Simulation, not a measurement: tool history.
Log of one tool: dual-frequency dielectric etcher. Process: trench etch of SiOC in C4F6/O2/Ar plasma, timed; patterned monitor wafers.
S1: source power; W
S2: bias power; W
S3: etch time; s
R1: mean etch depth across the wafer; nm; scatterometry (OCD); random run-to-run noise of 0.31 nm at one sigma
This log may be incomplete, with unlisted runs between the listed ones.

run	hour	S1	S2	S3	R1
1	0	490	182	22	55.963
2	2.6	490	149	22	53.086
3	7.6	550	149	22	54.85
4	15.9	580	159	22	57.139
5	24.4	580	159	22	57.199
6	31.2	610	163	22	58.567
7	36.6	630	166	22	59.907
8	38.1	640	167	22	60.128

For run 9, what comes out?
9	41.6	650	168	22	?

R1: 59.927 nm

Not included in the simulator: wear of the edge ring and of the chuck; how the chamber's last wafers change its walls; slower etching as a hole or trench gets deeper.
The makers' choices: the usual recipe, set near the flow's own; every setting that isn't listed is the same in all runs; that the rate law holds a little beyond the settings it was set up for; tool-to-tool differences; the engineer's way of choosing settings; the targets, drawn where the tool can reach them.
